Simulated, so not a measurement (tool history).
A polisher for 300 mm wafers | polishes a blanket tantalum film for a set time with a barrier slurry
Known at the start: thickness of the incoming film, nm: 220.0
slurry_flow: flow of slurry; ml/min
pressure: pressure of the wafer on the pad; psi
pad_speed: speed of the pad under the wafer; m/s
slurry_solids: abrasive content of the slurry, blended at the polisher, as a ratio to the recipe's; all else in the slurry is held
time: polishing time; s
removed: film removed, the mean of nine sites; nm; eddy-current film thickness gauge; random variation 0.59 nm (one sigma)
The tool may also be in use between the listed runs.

run  hour  slurry_flow  pressure  pad_speed  slurry_solids  time  removed
  1     0          160       2.2       1.02              1    24   41.608
  2   8.9          190       2.2       1.02              1    24   41.773
  3  17.2          190       2.2       0.82              1    24   33.781
  4  20.4          190       2.2       0.82              1    21   30.093
  5  28.6          190       2.6       0.88              1    21    37.94
  6  36.5          190       2.6       0.88           0.85    21   34.764
  7  40.5          190       2.9       0.98           0.85    21    43.29
  8  45.1          190       3.1       1.04           0.85    21   48.684
  9  47.3          190       3.2        1.1           0.85    21    53.59
 10  53.9          190       3.3       1.14           0.85    21   56.433
 11    60          190       3.4       1.18           0.85    21   60.645

Forecast run 12:
 12  62.5          190       3.4       1.18           0.85    21        ?

Run 12 gave removed 59.924 nm.
